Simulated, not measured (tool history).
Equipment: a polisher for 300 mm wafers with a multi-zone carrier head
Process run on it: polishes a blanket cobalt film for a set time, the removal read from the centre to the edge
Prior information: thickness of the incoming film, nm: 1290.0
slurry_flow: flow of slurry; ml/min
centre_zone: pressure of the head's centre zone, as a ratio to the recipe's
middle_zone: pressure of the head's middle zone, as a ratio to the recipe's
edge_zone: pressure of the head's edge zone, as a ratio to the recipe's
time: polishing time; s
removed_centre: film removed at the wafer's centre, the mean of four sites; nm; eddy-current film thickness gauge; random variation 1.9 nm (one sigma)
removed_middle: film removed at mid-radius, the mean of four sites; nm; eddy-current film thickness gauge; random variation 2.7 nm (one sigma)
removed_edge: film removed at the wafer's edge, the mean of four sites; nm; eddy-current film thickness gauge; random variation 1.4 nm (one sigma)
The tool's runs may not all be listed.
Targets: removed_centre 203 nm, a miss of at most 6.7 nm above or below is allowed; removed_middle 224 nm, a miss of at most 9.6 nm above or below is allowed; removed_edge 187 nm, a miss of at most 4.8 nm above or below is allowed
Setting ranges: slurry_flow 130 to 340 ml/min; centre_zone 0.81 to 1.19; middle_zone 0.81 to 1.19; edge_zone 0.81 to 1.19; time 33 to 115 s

run,hour,slurry_flow,centre_zone,middle_zone,edge_zone,time,removed_centre,removed_middle,removed_edge
1,0,220,1,1,1,73,244.67,253.87,259.06
2,5.6,220,1,1.08,1,73,252.27,274.62,260.86
3,6.3,255,1,1.08,1,73,256.24,278.34,270.56
4,7.2,230,1,1.08,0.95,70,244.99,267.72,245.37
5,14.6,210,0.99,1.07,0.91,68,227.11,246.31,234.18
6,22.7,200,1,1.1,0.88,65,221.83,241.76,215.29
7,28.4,190,1,1.11,0.86,64,215,240.17,209.73
8,32.9,180,1.01,1.11,0.85,63,208.37,234.41,204.83
9,37.6,175,1.03,1.12,0.84,62,211.11,231.19,198.75
10,38.9,170,1.03,1.12,0.83,62,208.11,226.66,196.11

Below are 4 possible settings for the next run. Only one of them brings all results inside the allowed miss of their targets. Which is it?
A,40.2,210,1.02,1.11,0.81,58,?,?,?
B,40.2,170,1.05,1.14,0.85,63,?,?,?
C,40.2,145,0.96,1.15,0.93,64,?,?,?
D,40.2,165,1.01,1.18,0.92,63,?,?,?

move,removed_centre,removed_middle,removed_edge
A,199.69,222.54,187.11
B,214.36,238.31,202.13
C,191.33,235.66,208.98
D,204.81,244.06,208.84
A: all results land within tolerance of their targets
B: moves away from the targets compared with the last run
C: moves away from the targets compared with the last run
D: moves away from the targets compared with the last run
A meets every target.
